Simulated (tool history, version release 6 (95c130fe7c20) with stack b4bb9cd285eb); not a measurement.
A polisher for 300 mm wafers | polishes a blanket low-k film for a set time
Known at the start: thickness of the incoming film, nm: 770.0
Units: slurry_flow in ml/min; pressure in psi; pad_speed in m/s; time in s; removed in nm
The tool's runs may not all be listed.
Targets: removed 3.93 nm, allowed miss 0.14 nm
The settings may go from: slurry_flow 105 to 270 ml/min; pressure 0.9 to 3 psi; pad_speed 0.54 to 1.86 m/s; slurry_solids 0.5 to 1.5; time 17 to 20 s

run	day	slurry_flow	pressure	pad_speed	slurry_solids	time	removed
1	0	175	1.9	1.18	1	20	9.7693
2	0.05	175	1.9	1.18	1	17	8.3985
3	0.258	170	1.6	1.1	1	17	6.7256
4	0.362	210	1.6	1.1	1	17	6.9233
5	0.504	210	1.4	1.04	1	17	5.9407
6	0.879	210	1.4	1.04	0.8	17	5.1275
7	0.95	210	1.3	1.04	0.8	17	4.8429
8	1.121	210	1.2	1.04	0.8	17	4.5052
9	1.333	205	1.1	1.04	0.8	17	4.2242

5 next moves are on the table. One of them brings every result within its allowed miss. Which?
A	1.546	190	1.2	0.92	0.65	19	?
B	1.546	200	1.3	0.9	0.8	18	?
C	1.546	200	0.9	1.3	0.8	17	?
D	1.546	205	0.9	0.92	0.85	18	?
E	1.546	210	1	1.22	0.75	17	?

move	removed
A	3.871
B	4.506
C	4.2633
D	3.5698
E	4.2234
A: meets every target
B: further off than the last run
C: further off than the last run
D: takes the result that was furthest off past its target
E: as far off as the last run
Answer: A
